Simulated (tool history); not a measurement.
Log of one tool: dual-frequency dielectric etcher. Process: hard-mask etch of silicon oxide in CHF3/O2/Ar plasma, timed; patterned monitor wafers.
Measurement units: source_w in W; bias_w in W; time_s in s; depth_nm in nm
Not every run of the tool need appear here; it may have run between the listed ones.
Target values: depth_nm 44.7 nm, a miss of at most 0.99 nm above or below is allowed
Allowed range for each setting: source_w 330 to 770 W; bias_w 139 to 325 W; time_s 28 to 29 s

run	hour	source_w	bias_w	time_s	depth_nm
1	0	550	232	28	53.992
2	2.5	550	232	28	53.911
3	7	520	227	28	52.335
4	12.2	500	223	28	51.23
5	19.6	500	223	29	53.094
6	27.7	480	219	29	51.691
7	29.9	460	217	29	51.036
8	33.4	440	214	29	50.032
9	34.4	430	211	29	49.189
10	36.6	420	209	29	48.545
11	38.9	330	190	29	43.139
12	41.8	340	190	29	43.665

5 candidate next runs follow, results not yet known. Just one meets every target within its allowed miss. Identify it.
A	44.7	380	186	29	?
B	44.7	330	190	28	?
C	44.7	380	164	28.5	?
D	44.7	370	163	29	?
E	44.7	360	171	28.5	?

move	depth_nm
A	44.906
B	41.702
C	42.01
D	42.259
E	41.924
A: every result lands within tolerance
B: lands further from the targets than the last run did
C: lands further from the targets than the last run did
D: lands further from the targets than the last run did
E: lands further from the targets than the last run did
The move that meets every target is A.

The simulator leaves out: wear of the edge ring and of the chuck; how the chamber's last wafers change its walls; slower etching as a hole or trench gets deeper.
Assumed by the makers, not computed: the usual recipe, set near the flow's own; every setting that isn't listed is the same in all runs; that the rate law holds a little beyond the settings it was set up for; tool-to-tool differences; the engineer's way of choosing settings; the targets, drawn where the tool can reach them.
